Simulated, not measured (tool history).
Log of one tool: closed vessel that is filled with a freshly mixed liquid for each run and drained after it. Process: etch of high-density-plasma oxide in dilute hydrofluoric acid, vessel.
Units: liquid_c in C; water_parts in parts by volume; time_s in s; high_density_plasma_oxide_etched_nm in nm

run,day,liquid_c,water_parts,time_s,high_density_plasma_oxide_etched_nm
1,0,23,250,990,19.881
2,0.054,24,235,990,22.095
3,0.338,25,235,990,22.912
4,0.629,25,285,990,17.852
5,0.75,26,265,990,20.35
6,1.008,26,265,990,20.408

Run 7 comes next. What will it give?
7,1.2,26.5,250,990,?

Run 7 gave high_density_plasma_oxide_etched_nm 22.294 nm.
